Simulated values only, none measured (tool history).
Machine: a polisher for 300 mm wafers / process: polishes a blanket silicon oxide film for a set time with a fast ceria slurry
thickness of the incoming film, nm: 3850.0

| run | day | flow of slurry (ml/min) | pressure of the wafer on the pad (kPa) | speed of the pad under the wafer (m/s) | polishing time (s) | film removed (Å) |
|---|---|---|---|---|---|---|
| 1 | 0.000 | 315 | 13.1 | 0.84 | 24 | 2417.0 |
| 2 | 0.188 | 315 | 11.7 | 0.84 | 24 | 2189.9 |
| 3 | 0.271 | 315 | 9.0 | 0.84 | 24 | 1716.7 |
| 4 | 0.458 | 315 | 9.0 | 0.84 | 24 | 1693.1 |
| 5 | 0.788 | 315 | 9.0 | 0.84 | 22 | 1576.6 |
| 6 | 0.833 | 315 | 9.0 | 1.04 | 22 | 1918.8 |
| 7 | 0.888 | 320 | 9.0 | 1.04 | 22 | 1914.4 |
| 8 | 1.217 | 325 | 9.7 | 1.04 | 22 | 2085.7 |

Run 9 comes next. What will it give?
| 9 | 1.246 | 320 | 9.7 | 1.04 | 22 | ? |

film removed (Å): 2047.6
